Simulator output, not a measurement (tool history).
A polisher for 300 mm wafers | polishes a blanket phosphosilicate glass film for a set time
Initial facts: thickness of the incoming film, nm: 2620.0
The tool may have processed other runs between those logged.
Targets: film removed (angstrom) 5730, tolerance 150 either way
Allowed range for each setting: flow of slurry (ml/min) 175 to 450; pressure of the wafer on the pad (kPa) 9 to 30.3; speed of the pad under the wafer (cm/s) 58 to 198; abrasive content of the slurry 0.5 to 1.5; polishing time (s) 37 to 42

run,hour,flow of slurry (ml/min),pressure of the wafer on the pad (kPa),speed of the pad under the wafer (cm/s),abrasive content of the slurry,polishing time (s),film removed (angstrom)
1,0,290,19.3,128,1,42,4713
2,2.6,290,19.3,128,1,37,4088
3,5.8,290,19.3,128,0.9,37,3831.8
4,8.1,290,21.4,128,0.9,37,4168.3
5,15.2,290,21.4,128,0.9,42,4694.3
6,21.6,290,21.4,128,0.7,42,3997.9
7,23.8,295,24.1,128,0.7,42,4337.1
8,31.7,295,26.2,132,0.7,42,4662.3
9,33.3,295,27.6,138,0.7,42,5139.1
10,40.8,305,30.3,138,0.7,42,5467
11,42.5,305,30.3,140,0.7,42,5565

Pick the move, out of 4, that brings all results within their allowed miss; only one does.
A,44.2,295,28.3,150,0.8,37,?
B,44.2,355,30.3,156,0.7,41,?
C,44.2,290,29,146,0.75,41,?
D,44.2,345,28.3,184,0.65,42,?

move,film removed (angstrom)
A,5381.3
B,5985.3
C,5666
D,6204.9
A: further off than the last run
B: takes the biggest miss from the last run beyond its target
C: all results in spec
D: takes the biggest miss from the last run beyond its target
C is the move that brings every result within its allowed miss.
